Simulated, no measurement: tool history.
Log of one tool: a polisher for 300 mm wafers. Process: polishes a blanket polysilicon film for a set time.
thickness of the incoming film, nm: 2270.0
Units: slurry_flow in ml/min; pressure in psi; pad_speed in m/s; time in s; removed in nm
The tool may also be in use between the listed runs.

run	hour	slurry_flow	pressure	pad_speed	time	removed
1	0.0	270	2.3	0.80	34	199.47
2	2.8	220	2.3	0.80	34	196.88
3	7.0	220	2.3	0.88	34	214.71
4	9.8	220	2.3	1.06	34	257.67
5	14.2	220	2.3	1.06	34	256.63
6	21.7	220	2.3	0.90	34	220.05
7	23.7	220	2.6	0.90	34	245.37
8	30.5	225	2.8	0.90	34	263.08
9	38.8	225	3.0	0.90	34	276.17
10	42.9	225	3.2	0.90	34	297.72

The next listed run, before its measurement:
11	45.7	225	3.3	0.90	34	?

removed: 309.84 nm

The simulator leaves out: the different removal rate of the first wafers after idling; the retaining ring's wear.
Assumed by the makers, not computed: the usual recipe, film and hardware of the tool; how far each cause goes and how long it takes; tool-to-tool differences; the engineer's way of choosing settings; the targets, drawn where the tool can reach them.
